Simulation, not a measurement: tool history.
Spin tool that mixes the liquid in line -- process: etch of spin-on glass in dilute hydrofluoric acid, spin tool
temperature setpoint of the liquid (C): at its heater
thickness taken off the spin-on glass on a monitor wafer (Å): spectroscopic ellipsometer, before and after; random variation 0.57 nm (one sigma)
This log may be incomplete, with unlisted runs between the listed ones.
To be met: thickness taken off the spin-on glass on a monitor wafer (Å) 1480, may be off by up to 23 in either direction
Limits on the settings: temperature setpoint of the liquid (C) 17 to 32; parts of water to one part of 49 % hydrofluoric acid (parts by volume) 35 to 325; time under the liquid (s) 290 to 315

run  hour  temperature setpoint of the liquid (C)  parts of water to one part of 49 % hydrofluoric acid (parts by volume)  time under the liquid (s)  thickness taken off the spin-on glass on a monitor wafer (Å)
  1     0                                      24                                                                     180                        290                                                        513.32
  2     4                                      24                                                                     180                        290                                                        514.42
  3   9.5                                    25.5                                                                     160                        290                                                        628.15
  4  13.4                                      24                                                                     160                        290                                                        595.15
  5  16.1                                      24                                                                     160                        315                                                         644.1
  6  18.3                                      24                                                                     160                        315                                                        642.35
  7  26.7                                    25.5                                                                     145                        315                                                        765.76
  8  35.4                                    26.5                                                                     135                        315                                                        864.38
  9  40.4                                    27.5                                                                     125                        315                                                        984.08
 10  48.5                                    28.5                                                                     120                        315                                                        1072.8
 11  55.4                                      29                                                                     115                        315                                                        1137.8

Below are 4 possible settings for the next run. Only one of them brings all results inside the allowed miss of their targets. Which is it?
  A  62.3                                      29                                                                      90                        315                                                             ?
  B  62.3                                    24.5                                                                      75                        315                                                             ?
  C  62.3                                      28                                                                     140                        290                                                             ?
  D  62.3                                      30                                                                      95                        315                                                             ?

move  thickness taken off the spin-on glass on a monitor wafer (Å)
   A                                                        1518.6
   B                                                          1559
   C                                                        809.78
   D                                                        1483.8
A: moves the result that the last run missed by most past its target, out the other side
B: moves the result that the last run missed by most past its target, out the other side
C: the biggest miss grows against the last run
D: meets every target
Go with D: it meets all targets.
